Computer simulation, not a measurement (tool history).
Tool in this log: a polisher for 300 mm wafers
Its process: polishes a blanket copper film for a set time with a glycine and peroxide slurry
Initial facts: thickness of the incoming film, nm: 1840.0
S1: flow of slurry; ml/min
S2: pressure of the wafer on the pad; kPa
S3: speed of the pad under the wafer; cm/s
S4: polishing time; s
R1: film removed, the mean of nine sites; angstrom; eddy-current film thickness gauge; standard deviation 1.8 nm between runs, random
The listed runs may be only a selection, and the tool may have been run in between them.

run,day,S1,S2,S3,S4,R1
1,0,200,17.9,100,55,2500.9
2,0.096,200,17.9,76,55,2038.2
3,0.142,150,17.9,76,55,1974.8
4,0.421,150,17.2,76,55,1935.6
5,0.738,150,17.2,100,55,2401.1
6,1.046,150,15.2,100,55,2168.7
7,1.083,150,13.8,100,55,2037.2
8,1.142,145,10.3,98,55,1629.9
9,1.462,145,11,98,55,1674

Run 10 is up next; what results do you expect?
# day 1.804: head pressure recalibrated
10,1.804,150,12.4,98,55,?

Run 10 produced R1 1908.6 angstrom.

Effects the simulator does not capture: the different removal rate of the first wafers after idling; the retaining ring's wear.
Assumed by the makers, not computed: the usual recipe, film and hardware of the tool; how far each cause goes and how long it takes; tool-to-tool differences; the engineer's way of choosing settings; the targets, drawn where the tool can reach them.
